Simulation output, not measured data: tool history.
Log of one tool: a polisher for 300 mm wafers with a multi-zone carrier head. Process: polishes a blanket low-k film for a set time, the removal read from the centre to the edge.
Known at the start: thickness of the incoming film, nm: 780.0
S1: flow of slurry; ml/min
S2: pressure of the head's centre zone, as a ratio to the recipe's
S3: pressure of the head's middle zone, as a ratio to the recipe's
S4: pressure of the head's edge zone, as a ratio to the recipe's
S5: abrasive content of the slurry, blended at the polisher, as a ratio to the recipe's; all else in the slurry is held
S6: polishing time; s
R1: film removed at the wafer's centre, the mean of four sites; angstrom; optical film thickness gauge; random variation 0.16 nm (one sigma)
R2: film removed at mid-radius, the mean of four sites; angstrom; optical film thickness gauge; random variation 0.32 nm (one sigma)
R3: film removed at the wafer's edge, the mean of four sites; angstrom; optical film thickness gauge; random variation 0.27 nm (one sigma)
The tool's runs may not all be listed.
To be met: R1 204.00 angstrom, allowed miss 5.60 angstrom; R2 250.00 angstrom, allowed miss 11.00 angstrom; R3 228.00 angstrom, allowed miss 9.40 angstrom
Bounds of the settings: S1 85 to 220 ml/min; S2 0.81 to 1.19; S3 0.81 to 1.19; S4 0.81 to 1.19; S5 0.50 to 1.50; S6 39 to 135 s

Run 1, hour 0.0: S1 140 ml/min, S2 1.00, S3 1.00, S4 1.00, S5 1.00, S6 87 s. Result: R1 347.98 angstrom, R2 357.62 angstrom, R3 350.20 angstrom.
Run 2, hour 3.4: S1 135 ml/min, S2 0.97, S3 1.00, S4 0.97, S5 0.90, S6 85 s. Result: R1 314.17 angstrom, R2 321.37 angstrom, R3 317.32 angstrom.
Run 3, hour 5.7: S1 135 ml/min, S2 0.92, S3 1.00, S4 0.97, S5 0.90, S6 85 s. Result: R1 296.70 angstrom, R2 328.25 angstrom, R3 316.83 angstrom.
Run 4, hour 14.0: S1 130 ml/min, S2 0.90, S3 1.01, S4 0.95, S5 0.80, S6 84 s. Result: R1 262.67 angstrom, R2 303.30 angstrom, R3 288.65 angstrom.
Run 5, hour 20.1: S1 125 ml/min, S2 0.89, S3 1.01, S4 0.92, S5 0.75, S6 84 s. Result: R1 250.71 angstrom, R2 292.90 angstrom, R3 270.38 angstrom.
Run 6, hour 23.7: S1 150 ml/min, S2 0.89, S3 1.01, S4 0.92, S5 0.75, S6 84 s. Result: R1 258.63 angstrom, R2 302.51 angstrom, R3 280.79 angstrom.
Run 7, hour 32.3: S1 140 ml/min, S2 0.87, S3 1.00, S4 0.90, S5 0.70, S6 84 s. Result: R1 242.27 angstrom, R2 283.01 angstrom, R3 261.51 angstrom.
Run 8, hour 38.9: S1 130 ml/min, S2 0.86, S3 1.00, S4 0.89, S5 0.70, S6 84 s. Result: R1 234.05 angstrom, R2 281.60 angstrom, R3 261.03 angstrom.
Run 9, hour 39.4: S1 125 ml/min, S2 0.86, S3 1.00, S4 0.87, S5 0.65, S6 84 s. Result: R1 224.11 angstrom, R2 259.69 angstrom, R3 246.29 angstrom.
Run 10, hour 41.3: S1 120 ml/min, S2 0.85, S3 1.01, S4 0.86, S5 0.65, S6 84 s. Result: R1 216.09 angstrom, R2 261.50 angstrom, R3 240.56 angstrom.
Run 11, hour 47.4: S1 115 ml/min, S2 0.85, S3 1.01, S4 0.85, S5 0.65, S6 84 s. Result: R1 215.53 angstrom, R2 265.48 angstrom, R3 237.11 angstrom.
Run 12, hour 50.6: S1 110 ml/min, S2 0.85, S3 1.00, S4 0.85, S5 0.65, S6 84 s. Result: R1 210.43 angstrom, R2 257.61 angstrom, R3 235.43 angstrom.
Run 13, hour 59.2: S1 110 ml/min, S2 0.85, S3 1.00, S4 0.85, S5 0.65, S6 84 s. Result: R1 211.14 angstrom, R2 251.41 angstrom, R3 234.13 angstrom.

Which of these 4 next moves meets every target?
Run A, hour 67.8: S1 140 ml/min, S2 0.84, S3 1.02, S4 0.88, S5 0.70, S6 73 s. Result: R1 ?, R2 ?, R3 ?.
Run B, hour 67.8: S1 120 ml/min, S2 0.88, S3 1.01, S4 0.83, S5 0.70, S6 81 s. Result: R1 ?, R2 ?, R3 ?.
Run C, hour 67.8: S1 110 ml/min, S2 0.82, S3 0.96, S4 0.88, S5 0.90, S6 73 s. Result: R1 ?, R2 ?, R3 ?.
Run D, hour 67.8: S1 115 ml/min, S2 0.88, S3 1.01, S4 0.83, S5 0.65, S6 84 s. Result: R1 ?, R2 ?, R3 ?.

move      R1      R2      R3
   A  206.20  255.42  227.18
   B  229.71  270.66  239.19
   C  215.14  261.93  249.99
   D  224.80  265.33  235.31
A: meets every target
B: further off than the last run
C: further off than the last run
D: further off than the last run
The right move is A.

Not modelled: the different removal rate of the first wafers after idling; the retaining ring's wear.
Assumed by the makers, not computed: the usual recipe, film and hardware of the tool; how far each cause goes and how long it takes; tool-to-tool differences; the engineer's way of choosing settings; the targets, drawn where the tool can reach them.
